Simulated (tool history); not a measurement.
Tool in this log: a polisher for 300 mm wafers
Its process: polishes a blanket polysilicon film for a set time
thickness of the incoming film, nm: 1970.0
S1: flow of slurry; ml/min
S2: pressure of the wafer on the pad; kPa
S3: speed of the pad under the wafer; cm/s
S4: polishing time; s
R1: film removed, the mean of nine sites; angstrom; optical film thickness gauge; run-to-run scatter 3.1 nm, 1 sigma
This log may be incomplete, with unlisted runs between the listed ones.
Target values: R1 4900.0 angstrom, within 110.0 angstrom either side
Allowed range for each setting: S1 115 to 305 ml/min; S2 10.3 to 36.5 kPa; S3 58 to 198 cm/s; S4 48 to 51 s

run,day,S1,S2,S3,S4,R1
1,0.000,195,23.4,128,48,5882.3
2,0.133,220,23.4,128,48,5901.2
3,0.467,220,23.4,128,48,5969.8
4,0.767,200,23.4,128,48,5858.2
5,0.921,195,22.8,128,48,5730.0
6,1.146,195,22.8,128,51,5999.0
7,1.362,195,22.8,128,51,6056.4
8,1.617,190,22.1,128,51,5866.4
9,1.696,155,17.9,128,51,4729.3
10,1.792,160,17.9,128,51,4779.5

Of the 5 settings listed for the next run, only one would bring every result within its allowed miss of target. Which one?
A,1.888,195,16.5,144,48,?
B,1.888,170,17.2,122,51,?
C,1.888,115,20.0,124,50,?
D,1.888,140,17.9,132,49,?
E,1.888,185,18.6,118,49,?

move,R1
A,4878.5
B,4476.6
C,4691.6
D,4637.9
E,4506.1
A: every result lands within tolerance
B: misses by more than the last run did
C: misses by more than the last run did
D: misses by more than the last run did
E: misses by more than the last run did
Answer: A
